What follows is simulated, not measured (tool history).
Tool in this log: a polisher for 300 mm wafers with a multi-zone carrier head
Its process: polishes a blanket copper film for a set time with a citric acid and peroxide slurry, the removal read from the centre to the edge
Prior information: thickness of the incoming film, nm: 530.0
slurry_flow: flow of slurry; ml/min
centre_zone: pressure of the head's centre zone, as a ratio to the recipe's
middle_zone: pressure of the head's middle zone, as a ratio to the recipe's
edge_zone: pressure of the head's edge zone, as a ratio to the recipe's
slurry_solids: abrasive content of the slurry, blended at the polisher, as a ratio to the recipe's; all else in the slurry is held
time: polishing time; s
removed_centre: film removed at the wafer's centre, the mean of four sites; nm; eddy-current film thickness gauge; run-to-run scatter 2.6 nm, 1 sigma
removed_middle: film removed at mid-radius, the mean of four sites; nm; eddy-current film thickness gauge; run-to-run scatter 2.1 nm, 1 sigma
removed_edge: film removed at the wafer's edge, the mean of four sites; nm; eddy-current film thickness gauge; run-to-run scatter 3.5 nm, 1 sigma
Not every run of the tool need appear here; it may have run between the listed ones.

| run | hour | slurry_flow | centre_zone | middle_zone | edge_zone | slurry_solids | time | removed_centre | removed_middle | removed_edge |
|---|---|---|---|---|---|---|---|---|---|---|
| 1 | 0.0 | 305 | 1.00 | 1.00 | 1.00 | 1.00 | 66 | 152.49 | 152.95 | 157.70 |
| 2 | 6.7 | 305 | 1.00 | 1.00 | 1.00 | 1.00 | 75 | 175.26 | 174.05 | 177.22 |
| 3 | 10.2 | 305 | 0.96 | 0.98 | 1.05 | 1.15 | 77 | 178.75 | 184.53 | 194.60 |
| 4 | 16.9 | 305 | 0.96 | 0.98 | 1.01 | 1.15 | 77 | 179.70 | 183.03 | 189.64 |
| 5 | 18.1 | 305 | 0.96 | 0.98 | 1.01 | 1.15 | 83 | 189.65 | 196.94 | 204.05 |
| 6 | 26.8 | 305 | 0.96 | 0.98 | 1.01 | 1.25 | 83 | 191.96 | 206.10 | 210.06 |
| 7 | 29.1 | 290 | 0.90 | 0.89 | 1.11 | 1.40 | 85 | 192.07 | 199.89 | 234.42 |

For run 8, what comes out?
| 8 | 32.4 | 290 | 0.89 | 0.89 | 1.12 | 1.40 | 85 | ? | ? | ? |

Logged for run 8: removed_centre 190.03 nm, removed_middle 198.78 nm, removed_edge 228.29 nm.
